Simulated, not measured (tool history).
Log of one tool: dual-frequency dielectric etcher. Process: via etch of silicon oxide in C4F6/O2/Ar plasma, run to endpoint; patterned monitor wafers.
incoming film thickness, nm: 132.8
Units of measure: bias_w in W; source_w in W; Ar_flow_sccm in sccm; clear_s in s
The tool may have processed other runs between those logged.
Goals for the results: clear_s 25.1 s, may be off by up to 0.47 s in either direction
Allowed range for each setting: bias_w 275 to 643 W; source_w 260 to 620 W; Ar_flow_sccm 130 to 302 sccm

run  hour  bias_w  source_w  Ar_flow_sccm  clear_s
  1     0     459       440           216   27.516
  2   5.2     406       440           216   28.577
  3  10.2     332       440           216   30.763
  4  13.1     397       440           216   29.061
  5  14.5     397       410           216   29.425
  6  19.6     431       420           215   28.531
  7  26.9     459       430           214    27.88
  8  35.7     484       440           213   27.124

Exactly one of the 4 candidate moves below puts every result within its allowed miss. Which one?
  A  44.5     547       480           197        ?
  B  44.5     573       550           193        ?
  C  44.5     559       580           244        ?
  D  44.5     587       490           192        ?

move  clear_s
   A   25.028
   B   23.656
   C   24.372
   D   24.189
A: all results in spec
B: takes the biggest miss from the last run beyond its target
C: takes the biggest miss from the last run beyond its target
D: takes the biggest miss from the last run beyond its target
Go with A: it meets all targets.
